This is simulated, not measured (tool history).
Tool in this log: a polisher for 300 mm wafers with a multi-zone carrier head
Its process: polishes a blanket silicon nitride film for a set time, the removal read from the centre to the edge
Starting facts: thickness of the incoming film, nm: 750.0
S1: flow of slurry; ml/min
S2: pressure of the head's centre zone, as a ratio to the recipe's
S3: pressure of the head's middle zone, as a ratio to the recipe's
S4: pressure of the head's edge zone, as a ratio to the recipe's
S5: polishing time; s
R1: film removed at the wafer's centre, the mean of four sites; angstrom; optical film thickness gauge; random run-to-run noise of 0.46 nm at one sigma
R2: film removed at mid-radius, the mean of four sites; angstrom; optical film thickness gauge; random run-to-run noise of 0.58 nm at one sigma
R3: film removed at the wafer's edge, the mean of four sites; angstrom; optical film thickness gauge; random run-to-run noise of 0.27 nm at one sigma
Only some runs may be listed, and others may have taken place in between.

run  hour   S1    S2    S3    S4  S5      R1      R2      R3
  1     0  280     1     1     1  49   758.5  731.91  742.43
  2   4.3  275  0.97  0.99  0.97  43  631.48  630.06  638.02
  3   9.4  270  0.96  0.98  0.94  39  570.86  556.97  573.89
  4  14.4  340  0.96  0.98  0.94  39  575.49  575.59  572.21
  5  17.5  340  0.96  1.07  0.94  39  574.11  604.92  579.97
  6  19.2  335  0.94  1.05  0.92  36  517.35  575.06  525.39
  7  24.9  330  0.92  1.01  0.91  34  485.83  522.02  489.26
  8  30.3  320   0.9  0.98  0.91  33  454.66  492.86  479.84

Run 9, settings as shown, results not yet in. Your forecast:
  9  35.1  315  0.89  0.96  0.89  32   ?   ?   ?

Run 9 came out at R1 440.15 angstrom, R2 469.49 angstrom, R3 458.82 angstrom.

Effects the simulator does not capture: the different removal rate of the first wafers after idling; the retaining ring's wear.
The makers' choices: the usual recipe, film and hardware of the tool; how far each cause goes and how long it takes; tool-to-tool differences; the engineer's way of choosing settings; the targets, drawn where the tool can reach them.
